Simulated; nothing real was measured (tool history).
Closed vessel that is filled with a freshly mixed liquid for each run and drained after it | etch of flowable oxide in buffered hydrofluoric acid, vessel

run	hour	temperature setpoint of the liquid (°C)	parts of 40 % ammonium fluoride to one part of 49 % hydrofluoric acid (parts by volume)	time in the liquid (s)	thickness taken off the flowable oxide on a monitor wafer (nm)
1	0	23	10.5	90	396.43
2	3.5	20.5	10.5	90	351.23
3	10.3	20.5	9	90	388.29
4	11.3	22	8.5	90	450.39
5	19.1	23	8.5	90	480.23
6	28.1	24	8.5	90	503.13
7	34.3	24	8.5	90	506.8

The next listed run, before its measurement:
8	37.5	28	7	90	?

Run 8 gave thickness taken off the flowable oxide on a monitor wafer (nm) 761.63.

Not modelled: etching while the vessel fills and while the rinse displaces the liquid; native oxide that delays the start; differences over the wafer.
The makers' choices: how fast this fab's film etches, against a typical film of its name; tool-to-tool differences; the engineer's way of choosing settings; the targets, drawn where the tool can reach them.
